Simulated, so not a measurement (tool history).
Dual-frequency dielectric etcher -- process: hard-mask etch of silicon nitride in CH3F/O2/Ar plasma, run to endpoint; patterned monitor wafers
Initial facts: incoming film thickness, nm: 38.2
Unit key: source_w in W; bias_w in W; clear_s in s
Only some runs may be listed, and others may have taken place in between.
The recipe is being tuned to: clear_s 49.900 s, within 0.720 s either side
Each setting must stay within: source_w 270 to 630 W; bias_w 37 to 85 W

run  hour  source_w  bias_w  clear_s
  1   0.0       450      61   53.062
  2   8.1       510      61   51.265
  3  10.8       520      61   51.044
  4  16.1       480      61   52.258
  5  19.2       430      61   53.862
  6  20.8       430      65   52.909
  7  22.1       460      66   51.512
  8  23.6       470      66   51.488
  9  24.3       480      66   51.202
 10  27.1       490      66   50.705

Pick the move, out of 4, that brings all results within their allowed miss; only one does.
  A  29.9       510      62        ?
  B  29.9       510      60        ?
  C  29.9       470      65        ?
  D  29.9       490      69        ?

move  clear_s
   A   51.324
   B   51.785
   C   51.786
   D   50.351
A: its largest miss is bigger than the last run's
B: its largest miss is bigger than the last run's
C: its largest miss is bigger than the last run's
D: hits every target within its allowed miss
Go with D: it meets all targets.

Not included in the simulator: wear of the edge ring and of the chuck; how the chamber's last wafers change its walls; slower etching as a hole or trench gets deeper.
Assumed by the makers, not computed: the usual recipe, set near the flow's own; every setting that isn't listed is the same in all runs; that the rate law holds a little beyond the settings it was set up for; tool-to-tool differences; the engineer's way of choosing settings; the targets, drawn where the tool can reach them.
